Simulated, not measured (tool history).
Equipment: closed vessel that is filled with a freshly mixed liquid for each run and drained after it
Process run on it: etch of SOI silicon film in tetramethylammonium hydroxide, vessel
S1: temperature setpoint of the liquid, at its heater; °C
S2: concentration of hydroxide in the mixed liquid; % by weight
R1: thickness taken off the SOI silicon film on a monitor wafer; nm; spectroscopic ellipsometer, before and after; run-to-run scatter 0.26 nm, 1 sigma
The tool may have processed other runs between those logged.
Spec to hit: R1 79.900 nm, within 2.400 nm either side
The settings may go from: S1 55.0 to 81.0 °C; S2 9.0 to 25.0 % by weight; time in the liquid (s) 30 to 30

run 1 hour=0.0 | S1=68.0 S2=17.0 time_in_the_liquid_(s)=30 | R1=145.200
run 2 hour=8.0 | S1=73.5 S2=17.0 time_in_the_liquid_(s)=30 | R1=199.230
run 3 hour=14.4 | S1=70.0 S2=17.0 time_in_the_liquid_(s)=30 | R1=163.330
run 4 hour=23.1 | S1=70.0 S2=15.5 time_in_the_liquid_(s)=30 | R1=170.400
run 5 hour=31.5 | S1=67.0 S2=15.5 time_in_the_liquid_(s)=30 | R1=143.110
run 6 hour=34.9 | S1=71.0 S2=15.5 time_in_the_liquid_(s)=30 | R1=180.810
run 7 hour=41.5 | S1=68.0 S2=15.5 time_in_the_liquid_(s)=30 | R1=152.650
run 8 hour=45.6 | S1=65.5 S2=15.5 time_in_the_liquid_(s)=30 | R1=130.220
run 9 hour=51.9 | S1=59.0 S2=16.0 time_in_the_liquid_(s)=30 | R1=85.717
run 10 hour=59.0 | S1=58.5 S2=16.0 time_in_the_liquid_(s)=30 | R1=83.567
-- hour=63.4 hydroxide flow meter replaced
run 11 hour=63.4 | S1=58.0 S2=16.0 time_in_the_liquid_(s)=30 | R1=77.019

Below are 5 possible settings for the next run. Only one of them brings all results inside the allowed miss of their targets. Which is it?
run A hour=67.8 | S1=57.5 S2=15.5 time_in_the_liquid_(s)=30 | R1=?
run B hour=67.8 | S1=58.5 S2=16.0 time_in_the_liquid_(s)=30 | R1=?
run C hour=67.8 | S1=55.0 S2=11.5 time_in_the_liquid_(s)=30 | R1=?
run D hour=67.8 | S1=55.5 S2=12.0 time_in_the_liquid_(s)=30 | R1=?
run E hour=67.8 | S1=56.5 S2=15.0 time_in_the_liquid_(s)=30 | R1=?

move=A R1=75.100
move=B R1=79.171
move=C R1=73.172
move=D R1=74.315
move=E R1=71.203
A: lands further from the targets than the last run did
B: all results in spec
C: lands further from the targets than the last run did
D: lands further from the targets than the last run did
E: lands further from the targets than the last run did
Answer: B
